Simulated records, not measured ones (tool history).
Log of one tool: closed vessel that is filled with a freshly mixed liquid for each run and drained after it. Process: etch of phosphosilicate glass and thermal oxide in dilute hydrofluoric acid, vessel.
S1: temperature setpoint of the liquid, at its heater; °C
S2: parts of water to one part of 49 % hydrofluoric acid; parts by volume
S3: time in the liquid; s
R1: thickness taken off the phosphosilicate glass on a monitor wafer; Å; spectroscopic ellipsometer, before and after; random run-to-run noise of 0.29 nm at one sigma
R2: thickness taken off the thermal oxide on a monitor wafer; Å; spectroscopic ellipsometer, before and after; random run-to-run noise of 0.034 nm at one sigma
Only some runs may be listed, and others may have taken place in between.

run  hour    S1   S2  S3      R1      R2
  1   0.0  24.0  135  60  539.28  18.633
  2   4.3  25.5  135  60  570.64  19.657
  3   5.0  25.5  160  60  467.41  15.864
  4   9.5  27.0  155  60  515.00  17.439
  5  12.9  28.0  150  60  550.58  19.141
  6  17.7  28.5  145  60  587.78  19.655
  7  23.3  29.0  140  60  626.79  21.867
  8  27.8  29.5  140  60  639.39  21.953
  9  29.8  30.0  140  60  648.57  22.495

Predict the results of run 10:
 10  35.5  30.5  135  60   ?   ?

Run 10 gave R1 692.45 Å, R2 23.676 Å.
